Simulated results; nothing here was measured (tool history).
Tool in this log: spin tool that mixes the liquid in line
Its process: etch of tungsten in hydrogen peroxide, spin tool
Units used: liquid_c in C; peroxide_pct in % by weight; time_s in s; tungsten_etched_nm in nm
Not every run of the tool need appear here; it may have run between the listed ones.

| run | hour | liquid_c | peroxide_pct | time_s | tungsten_etched_nm |
|---|---|---|---|---|---|
| 1 | 0 | 45 | 19 | 55 | 65.629 |
| 2 | 2.7 | 46.5 | 19 | 55 | 74.249 |
| 3 | 10.2 | 48 | 19 | 55 | 80.607 |
| 4 | 18.6 | 49 | 19 | 55 | 85.493 |
| 5 | 21.5 | 54.5 | 19 | 55 | 119.8 |
| 6 | 30.1 | 55 | 19 | 55 | 121.99 |
| 7 | 37.1 | 55.5 | 19 | 55 | 126.29 |

Run 8, settings as shown, results not yet in. Your forecast:
| 8 | 38.9 | 56.5 | 19 | 55 | ? |

tungsten_etched_nm: 134.82 nm

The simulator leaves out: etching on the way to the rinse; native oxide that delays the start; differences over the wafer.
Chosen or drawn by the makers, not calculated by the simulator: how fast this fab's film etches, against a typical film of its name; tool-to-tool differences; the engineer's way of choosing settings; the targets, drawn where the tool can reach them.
